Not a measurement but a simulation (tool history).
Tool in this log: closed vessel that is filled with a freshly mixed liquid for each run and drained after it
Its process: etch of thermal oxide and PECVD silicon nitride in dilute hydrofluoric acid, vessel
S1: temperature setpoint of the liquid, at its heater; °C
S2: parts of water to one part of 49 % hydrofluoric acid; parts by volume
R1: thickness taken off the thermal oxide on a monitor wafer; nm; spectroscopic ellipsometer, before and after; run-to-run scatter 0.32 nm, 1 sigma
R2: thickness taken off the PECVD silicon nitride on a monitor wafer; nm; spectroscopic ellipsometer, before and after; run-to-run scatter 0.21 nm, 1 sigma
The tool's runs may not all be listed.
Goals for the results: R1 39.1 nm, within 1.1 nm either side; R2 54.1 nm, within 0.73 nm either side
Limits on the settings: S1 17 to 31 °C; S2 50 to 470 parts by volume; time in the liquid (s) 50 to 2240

{"run": 1, "day": 0.0, "S1": 23, "S2": 260, "time in the liquid (s)": 1145, "R1": 16.608, "R2": 23.285}
{"run": 2, "day": 0.312, "S1": 23, "S2": 215, "time in the liquid (s)": 1145, "R1": 20.743, "R2": 28.248}
{"run": 3, "day": 0.696, "S1": 23.5, "S2": 200, "time in the liquid (s)": 1135, "R1": 23.281, "R2": 31.097}
{"run": 4, "day": 0.9, "S1": 24, "S2": 190, "time in the liquid (s)": 1125, "R1": 24.854, "R2": 33.423}
{"run": 5, "day": 1.204, "S1": 22.5, "S2": 190, "time in the liquid (s)": 1125, "R1": 23.394, "R2": 30.293}
{"run": 6, "day": 1.596, "S1": 20.5, "S2": 190, "time in the liquid (s)": 1125, "R1": 21.681, "R2": 26.474}
{"run": 7, "day": 1.908, "S1": 24.5, "S2": 95, "time in the liquid (s)": 1000, "R1": 50.258, "R2": 60.563}
{"run": 8, "day": 2.117, "S1": 24.5, "S2": 100, "time in the liquid (s)": 1025, "R1": 48.762, "R2": 58.843}
{"run": 9, "day": 2.462, "S1": 24.5, "S2": 105, "time in the liquid (s)": 1050, "R1": 46.483, "R2": 58.06}
{"run": 10, "day": 2.842, "S1": 24.5, "S2": 110, "time in the liquid (s)": 1070, "R1": 44.926, "R2": 56.35}
{"run": 11, "day": 2.9, "S1": 24.5, "S2": 115, "time in the liquid (s)": 1090, "R1": 44.725, "R2": 54.841}
{"run": 12, "day": 3.188, "S1": 25, "S2": 120, "time in the liquid (s)": 1100, "R1": 42.757, "R2": 54.716}
{"run": 13, "day": 3.412, "S1": 25, "S2": 125, "time in the liquid (s)": 1115, "R1": 42.168, "R2": 53.294}
{"run": 14, "day": 3.633, "S1": 25.5, "S2": 130, "time in the liquid (s)": 1125, "R1": 41.651, "R2": 53.375}
{"run": 15, "day": 3.892, "S1": 26, "S2": 135, "time in the liquid (s)": 1135, "R1": 40.52, "R2": 53.743}
{"run": 16, "day": 4.067, "S1": 26, "S2": 135, "time in the liquid (s)": 1140, "R1": 41.144, "R2": 54.121}
{"run": 17, "day": 4.262, "S1": 26, "S2": 135, "time in the liquid (s)": 1145, "R1": 40.768, "R2": 54.357}
{"run": 18, "day": 4.425, "S1": 26, "S2": 135, "time in the liquid (s)": 1150, "R1": 40.733, "R2": 54.332}
{"run": 19, "day": 4.688, "S1": 26, "S2": 135, "time in the liquid (s)": 1155, "R1": 41.525, "R2": 54.981}
{"run": 20, "day": 4.888, "S1": 26, "S2": 135, "time in the liquid (s)": 1160, "R1": 41.649, "R2": 55.143}
{"run": 21, "day": 4.971, "S1": 26.5, "S2": 160, "time in the liquid (s)": 1205, "R1": 35.785, "R2": 49.573}
{"run": 22, "day": 5.138, "S1": 26.5, "S2": 160, "time in the liquid (s)": 1200, "R1": 35.886, "R2": 49.409}
{"run": 23, "day": 5.238, "S1": 27.5, "S2": 140, "time in the liquid (s)": 1170, "R1": 42.06, "R2": 58.514}
{"run": 24, "day": 5.567, "S1": 26.5, "S2": 150, "time in the liquid (s)": 1190, "R1": 38.144, "R2": 52.103}

Below are 4 possible settings for the next run. Only one of them brings all results inside the allowed miss of their targets. Which is it?
{"run": "A", "day": 5.896, "S1": 26, "S2": 165, "time in the liquid (s)": 1395, "R1": "?", "R2": "?"}
{"run": "B", "day": 5.896, "S1": 24.5, "S2": 180, "time in the liquid (s)": 1635, "R1": "?", "R2": "?"}
{"run": "C", "day": 5.896, "S1": 29, "S2": 185, "time in the liquid (s)": 1350, "R1": "?", "R2": "?"}
{"run": "D", "day": 5.896, "S1": 27.5, "S2": 170, "time in the liquid (s)": 1270, "R1": "?", "R2": "?"}

move=A R1=39.714 R2=53.874
move=B R1=39.669 R2=52.666
move=C R1=37.306 R2=55.948
move=D R1=36.858 R2=52.28
A: each result inside its tolerance
B: better than the last run, though not everything is in spec
C: moves the result that the last run missed by most past its target, out the other side
D: better than the last run, though not everything is in spec
So the answer is move A, the one that meets all the targets.
